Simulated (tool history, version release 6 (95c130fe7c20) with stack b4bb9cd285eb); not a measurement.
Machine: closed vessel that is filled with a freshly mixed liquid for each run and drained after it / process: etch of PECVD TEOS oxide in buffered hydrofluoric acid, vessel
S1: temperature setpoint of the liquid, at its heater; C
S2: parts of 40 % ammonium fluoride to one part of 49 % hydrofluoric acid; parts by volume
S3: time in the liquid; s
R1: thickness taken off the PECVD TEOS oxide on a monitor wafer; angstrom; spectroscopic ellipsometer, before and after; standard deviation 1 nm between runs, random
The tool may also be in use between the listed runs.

run	hour	S1	S2	S3	R1
1	0.0	23.0	8.5	30	612.71
2	8.2	24.5	8.5	30	676.33
3	13.3	24.5	8.5	30	679.03
4	20.7	24.5	8.5	30	680.82
5	23.1	25.5	8.5	30	695.92
6	26.1	26.5	8.0	30	799.51
7	27.1	27.5	8.0	30	836.75
8	28.9	28.0	8.0	30	871.02
9	37.5	28.5	8.0	30	889.56
10	40.0	29.0	8.0	30	911.01
11	44.9	29.5	8.0	30	930.51
12	51.8	29.5	8.0	30	930.39

Forecast run 13:
13	59.9	30.0	8.0	30	?

{"run 13": {"R1": 954.18}}
